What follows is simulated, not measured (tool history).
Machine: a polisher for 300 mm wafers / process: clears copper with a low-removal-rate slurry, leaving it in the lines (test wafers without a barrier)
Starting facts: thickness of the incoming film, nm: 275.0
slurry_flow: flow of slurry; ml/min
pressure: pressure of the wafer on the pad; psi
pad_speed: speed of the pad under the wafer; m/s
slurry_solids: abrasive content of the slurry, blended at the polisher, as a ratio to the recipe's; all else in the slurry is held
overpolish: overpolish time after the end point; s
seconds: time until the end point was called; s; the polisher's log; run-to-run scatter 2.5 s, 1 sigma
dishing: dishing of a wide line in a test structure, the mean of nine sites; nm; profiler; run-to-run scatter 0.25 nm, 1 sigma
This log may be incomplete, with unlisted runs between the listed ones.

| run | day | slurry_flow | pressure | pad_speed | slurry_solids | overpolish | seconds | dishing |
|---|---|---|---|---|---|---|---|---|
| 1 | 0.000 | 255 | 2.1 | 1.14 | 1.0 | 15 | 99.251 | 19.016 |
| 2 | 0.196 | 255 | 1.8 | 1.14 | 1.0 | 15 | 118.960 | 18.417 |
| 3 | 0.375 | 255 | 2.3 | 1.14 | 1.0 | 15 | 94.735 | 20.749 |
| 4 | 0.704 | 255 | 2.3 | 1.34 | 1.0 | 15 | 79.199 | 22.476 |
| 5 | 0.867 | 255 | 2.0 | 1.32 | 1.0 | 14 | 92.452 | 20.241 |
| 6 | 0.925 | 255 | 1.8 | 1.30 | 1.0 | 13 | 103.420 | 18.415 |

What will run 7 give?
| 7 | 1.025 | 255 | 1.6 | 1.28 | 1.0 | 12 | ? | ? |

seconds: 118.060 s
dishing: 15.659 nm
